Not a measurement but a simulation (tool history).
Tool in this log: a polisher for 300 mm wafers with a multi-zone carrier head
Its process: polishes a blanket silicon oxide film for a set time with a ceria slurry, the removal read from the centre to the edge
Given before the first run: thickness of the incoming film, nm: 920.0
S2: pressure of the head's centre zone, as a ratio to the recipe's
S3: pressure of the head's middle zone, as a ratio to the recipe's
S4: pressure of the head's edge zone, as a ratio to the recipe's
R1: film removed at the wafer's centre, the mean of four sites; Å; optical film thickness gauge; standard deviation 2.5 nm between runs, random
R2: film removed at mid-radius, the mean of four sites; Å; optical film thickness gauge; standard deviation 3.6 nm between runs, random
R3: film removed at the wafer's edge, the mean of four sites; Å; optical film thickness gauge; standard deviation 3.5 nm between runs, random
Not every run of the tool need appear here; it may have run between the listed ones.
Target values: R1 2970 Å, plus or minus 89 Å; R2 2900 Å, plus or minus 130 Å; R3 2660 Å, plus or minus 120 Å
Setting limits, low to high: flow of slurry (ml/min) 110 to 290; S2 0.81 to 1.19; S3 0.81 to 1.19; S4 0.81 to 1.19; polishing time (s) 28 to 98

run 1 hour=0 | flow_of_slurry_(ml/min)=185 S2=1 S3=1 S4=1 polishing_time_(s)=63 | R1=3132.6 R2=3105.2 R3=3174.1
run 2 hour=8.2 | flow_of_slurry_(ml/min)=160 S2=1 S3=1 S4=1 polishing_time_(s)=63 | R1=3053.8 R2=2953.5 R3=3158.2
run 3 hour=15.1 | flow_of_slurry_(ml/min)=165 S2=1 S3=1 S4=0.98 polishing_time_(s)=62 | R1=2983.8 R2=2926.5 R3=3061.4
run 4 hour=16.6 | flow_of_slurry_(ml/min)=125 S2=1 S3=1 S4=0.98 polishing_time_(s)=62 | R1=2808.2 R2=2796.1 R3=2862.8
run 5 hour=19.5 | flow_of_slurry_(ml/min)=125 S2=1 S3=1 S4=0.9 polishing_time_(s)=62 | R1=2787.5 R2=2756.1 R3=2840.4
run 6 hour=27.3 | flow_of_slurry_(ml/min)=160 S2=1 S3=1 S4=0.9 polishing_time_(s)=62 | R1=2987.3 R2=3017.9 R3=2973.9
run 7 hour=36.2 | flow_of_slurry_(ml/min)=160 S2=1.01 S3=1 S4=0.89 polishing_time_(s)=61 | R1=2992 R2=2864.9 R3=2857.5
run 8 hour=43.1 | flow_of_slurry_(ml/min)=160 S2=1.01 S3=1 S4=0.89 polishing_time_(s)=61 | R1=2975.5 R2=2939.5 R3=2887

Pick the move, out of 5, that brings all results within their allowed miss; only one does.
run A hour=50 | flow_of_slurry_(ml/min)=185 S2=0.99 S3=1.02 S4=0.88 polishing_time_(s)=60 | R1=? R2=? R3=?
run B hour=50 | flow_of_slurry_(ml/min)=170 S2=1.08 S3=1.08 S4=0.87 polishing_time_(s)=57 | R1=? R2=? R3=?
run C hour=50 | flow_of_slurry_(ml/min)=125 S2=0.96 S3=0.99 S4=0.96 polishing_time_(s)=69 | R1=? R2=? R3=?
run D hour=50 | flow_of_slurry_(ml/min)=145 S2=0.95 S3=0.96 S4=0.91 polishing_time_(s)=66 | R1=? R2=? R3=?
run E hour=50 | flow_of_slurry_(ml/min)=175 S2=0.89 S3=0.92 S4=1.04 polishing_time_(s)=67 | R1=? R2=? R3=?

move=A R1=2958.1 R2=2948.2 R3=2910.5
move=B R1=2975.1 R2=2883 R3=2718.4
move=C R1=3009.9 R2=3043.6 R3=3280.6
move=D R1=2976.3 R2=2951 R3=3142.3
move=E R1=2987.8 R2=3014 R3=3496.2
A: lands further from the targets than the last run did
B: in spec on every target
C: lands further from the targets than the last run did
D: lands further from the targets than the last run did
E: lands further from the targets than the last run did
The right move is B.
